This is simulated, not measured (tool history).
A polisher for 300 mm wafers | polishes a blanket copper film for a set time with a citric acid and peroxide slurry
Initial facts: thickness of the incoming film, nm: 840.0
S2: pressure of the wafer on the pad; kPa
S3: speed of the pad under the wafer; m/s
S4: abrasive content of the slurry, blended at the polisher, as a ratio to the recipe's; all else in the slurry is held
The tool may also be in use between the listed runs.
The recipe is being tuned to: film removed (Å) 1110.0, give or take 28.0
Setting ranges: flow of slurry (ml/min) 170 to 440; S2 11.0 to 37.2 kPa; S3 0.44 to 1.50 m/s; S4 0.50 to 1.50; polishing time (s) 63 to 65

Run 1, hour 0.0: flow of slurry (ml/min) 280, S2 24.1 kPa, S3 0.96 m/s, S4 1.00, polishing time (s) 63. Result: film removed (Å) 1527.8.
Run 2, hour 9.0: flow of slurry (ml/min) 280, S2 26.9 kPa, S3 0.96 m/s, S4 1.00, polishing time (s) 63. Result: film removed (Å) 1676.1.
Run 3, hour 17.9: flow of slurry (ml/min) 280, S2 26.9 kPa, S3 1.14 m/s, S4 1.00, polishing time (s) 63. Result: film removed (Å) 1880.6.
Run 4, hour 22.0: flow of slurry (ml/min) 280, S2 26.9 kPa, S3 1.14 m/s, S4 1.20, polishing time (s) 63. Result: film removed (Å) 1959.0.
Run 5, hour 29.6: flow of slurry (ml/min) 275, S2 23.4 kPa, S3 1.14 m/s, S4 1.20, polishing time (s) 63. Result: film removed (Å) 1760.9.
Run 6, hour 38.5: flow of slurry (ml/min) 325, S2 23.4 kPa, S3 1.14 m/s, S4 1.20, polishing time (s) 63. Result: film removed (Å) 1774.9.
Run 7, hour 42.2: flow of slurry (ml/min) 325, S2 20.7 kPa, S3 1.12 m/s, S4 1.20, polishing time (s) 63. Result: film removed (Å) 1613.8.
Run 8, hour 50.5: flow of slurry (ml/min) 320, S2 18.6 kPa, S3 1.10 m/s, S4 1.20, polishing time (s) 63. Result: film removed (Å) 1452.5.
Run 9, hour 54.8: flow of slurry (ml/min) 315, S2 17.2 kPa, S3 1.10 m/s, S4 1.20, polishing time (s) 63. Result: film removed (Å) 1397.4.
Run 10, hour 60.8: flow of slurry (ml/min) 315, S2 17.2 kPa, S3 1.10 m/s, S4 1.20, polishing time (s) 63. Result: film removed (Å) 1369.2.
Run 11, hour 67.0: flow of slurry (ml/min) 305, S2 15.9 kPa, S3 1.10 m/s, S4 1.20, polishing time (s) 63. Result: film removed (Å) 1306.3.
Run 12, hour 72.8: flow of slurry (ml/min) 295, S2 15.2 kPa, S3 1.10 m/s, S4 1.20, polishing time (s) 63. Result: film removed (Å) 1279.9.
Run 13, hour 75.7: flow of slurry (ml/min) 295, S2 14.5 kPa, S3 1.10 m/s, S4 1.20, polishing time (s) 63. Result: film removed (Å) 1225.0.

Exactly one of the 4 candidate moves below puts every result within its allowed miss. Which one?
Run A, hour 78.6: flow of slurry (ml/min) 170, S2 13.1 kPa, S3 1.20 m/s, S4 1.05, polishing time (s) 64. Result: film removed (Å) ?.
Run B, hour 78.6: flow of slurry (ml/min) 250, S2 15.2 kPa, S3 1.00 m/s, S4 1.30, polishing time (s) 63. Result: film removed (Å) ?.
Run C, hour 78.6: flow of slurry (ml/min) 335, S2 12.4 kPa, S3 0.96 m/s, S4 1.20, polishing time (s) 63. Result: film removed (Å) ?.
Run D, hour 78.6: flow of slurry (ml/min) 325, S2 14.5 kPa, S3 0.86 m/s, S4 0.95, polishing time (s) 65. Result: film removed (Å) ?.

move  film removed (Å)
   A            1109.6
   B            1175.5
   C            1020.3
   D            1030.8
A: all results in spec
B: an improvement on the last run, though not all results are within tolerance
C: takes the result that was furthest off past its target
D: takes the result that was furthest off past its target
So the answer is move A, the one that meets all the targets.

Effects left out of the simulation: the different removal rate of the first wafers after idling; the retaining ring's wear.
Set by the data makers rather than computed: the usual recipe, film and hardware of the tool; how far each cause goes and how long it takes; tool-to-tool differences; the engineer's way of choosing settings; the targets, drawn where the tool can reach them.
